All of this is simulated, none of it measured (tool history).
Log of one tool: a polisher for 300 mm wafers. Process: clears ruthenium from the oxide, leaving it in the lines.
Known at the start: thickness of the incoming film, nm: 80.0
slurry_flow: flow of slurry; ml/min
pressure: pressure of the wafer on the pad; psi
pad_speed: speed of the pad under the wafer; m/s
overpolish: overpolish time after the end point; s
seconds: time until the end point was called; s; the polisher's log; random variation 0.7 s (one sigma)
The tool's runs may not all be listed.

Run 1, hour 0: slurry_flow 270 ml/min, pressure 1.8 psi, pad_speed 1.06 m/s, overpolish 17 s. Result: seconds 83.362 s.
Run 2, hour 4.5: slurry_flow 270 ml/min, pressure 1.9 psi, pad_speed 1.06 m/s, overpolish 17 s. Result: seconds 79.174 s.
Run 3, hour 9: slurry_flow 270 ml/min, pressure 1.6 psi, pad_speed 1.06 m/s, overpolish 17 s. Result: seconds 94.33 s.
Run 4, hour 13.1: slurry_flow 270 ml/min, pressure 1.8 psi, pad_speed 1.06 m/s, overpolish 17 s. Result: seconds 84.427 s.
Run 5, hour 19.5: slurry_flow 270 ml/min, pressure 1.8 psi, pad_speed 1.28 m/s, overpolish 17 s. Result: seconds 70.211 s.
Run 6, hour 26: slurry_flow 320 ml/min, pressure 1.8 psi, pad_speed 1.28 m/s, overpolish 17 s. Result: seconds 69.225 s.

Run 7 comes next. What will it give?
Run 7, hour 33.1: slurry_flow 320 ml/min, pressure 1.9 psi, pad_speed 1.28 m/s, overpolish 17 s. Result: seconds ?.

{"run 7": {"seconds": 68.119}}
